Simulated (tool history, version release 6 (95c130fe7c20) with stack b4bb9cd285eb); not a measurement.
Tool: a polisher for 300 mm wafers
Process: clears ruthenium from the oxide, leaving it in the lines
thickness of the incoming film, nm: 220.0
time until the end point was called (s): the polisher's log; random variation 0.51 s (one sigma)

run  hour  flow of slurry (ml/min)  pressure of the wafer on the pad (psi)  speed of the pad under the wafer (cm/s)  overpolish time after the end point (s)  time until the end point was called (s)
  1   0.0                      155                                     2.6                                      124                                       27                                  130.400
  2   4.1                      155                                     3.2                                      124                                       27                                  106.160
  3  10.3                      160                                     3.3                                      128                                       27                                  100.550
  4  16.3                      160                                     3.4                                      132                                       27                                   93.577
  5  22.6                      160                                     3.4                                      132                                       27                                   93.675
  6  25.0                      160                                     3.1                                      132                                       27                                  104.590
  7  28.7                      160                                     3.2                                      136                                       27                                   97.001
  8  30.6                      160                                     3.3                                      138                                       27                                   93.111
  9  36.9                      160                                     3.4                                      140                                       27                                   86.951

Forecast run 10:
 10  45.7                      160                                     3.5                                      142                                       27                                        ?

time until the end point was called (s): 84.348
